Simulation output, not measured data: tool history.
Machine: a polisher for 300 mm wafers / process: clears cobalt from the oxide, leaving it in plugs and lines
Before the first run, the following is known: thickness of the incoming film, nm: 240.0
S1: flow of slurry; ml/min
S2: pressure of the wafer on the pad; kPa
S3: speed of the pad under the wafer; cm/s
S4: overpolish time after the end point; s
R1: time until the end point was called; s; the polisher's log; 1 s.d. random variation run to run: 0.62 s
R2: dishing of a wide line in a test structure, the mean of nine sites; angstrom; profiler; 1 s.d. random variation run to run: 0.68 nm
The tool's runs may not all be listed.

Run 1, hour 0.0: S1 165 ml/min, S2 14.5 kPa, S3 86 cm/s, S4 22 s. Result: R1 60.394 s, R2 399.23 angstrom.
Run 2, hour 1.4: S1 165 ml/min, S2 13.1 kPa, S3 86 cm/s, S4 22 s. Result: R1 63.073 s, R2 394.19 angstrom.
Run 3, hour 7.2: S1 200 ml/min, S2 13.1 kPa, S3 86 cm/s, S4 22 s. Result: R1 63.752 s, R2 398.33 angstrom.
Run 4, hour 13.4: S1 225 ml/min, S2 13.1 kPa, S3 86 cm/s, S4 22 s. Result: R1 61.467 s, R2 400.61 angstrom.
Run 5, hour 22.0: S1 225 ml/min, S2 14.5 kPa, S3 88 cm/s, S4 19 s. Result: R1 58.581 s, R2 397.13 angstrom.
Run 6, hour 24.6: S1 225 ml/min, S2 14.5 kPa, S3 102 cm/s, S4 19 s. Result: R1 48.463 s, R2 413.04 angstrom.
Run 7, hour 30.8: S1 225 ml/min, S2 14.5 kPa, S3 102 cm/s, S4 19 s. Result: R1 48.546 s, R2 417.30 angstrom.
Run 8, hour 38.5: S1 225 ml/min, S2 15.9 kPa, S3 104 cm/s, S4 16 s. Result: R1 43.947 s, R2 405.14 angstrom.
Run 9, hour 47.0: S1 225 ml/min, S2 16.5 kPa, S3 104 cm/s, S4 15 s. Result: R1 43.019 s, R2 404.19 angstrom.
Run 10, hour 52.2: S1 225 ml/min, S2 19.3 kPa, S3 108 cm/s, S4 8 s. Result: R1 37.380 s, R2 330.45 angstrom.
Run 11, hour 52.8: S1 225 ml/min, S2 19.3 kPa, S3 108 cm/s, S4 9 s. Result: R1 36.820 s, R2 356.63 angstrom.

Run 12 is up next; what results do you expect?
Run 12, hour 59.3: S1 225 ml/min, S2 19.3 kPa, S3 108 cm/s, S4 10 s. Result: R1 ?, R2 ?.

R1: 36.875 s
R2: 367.81 angstrom
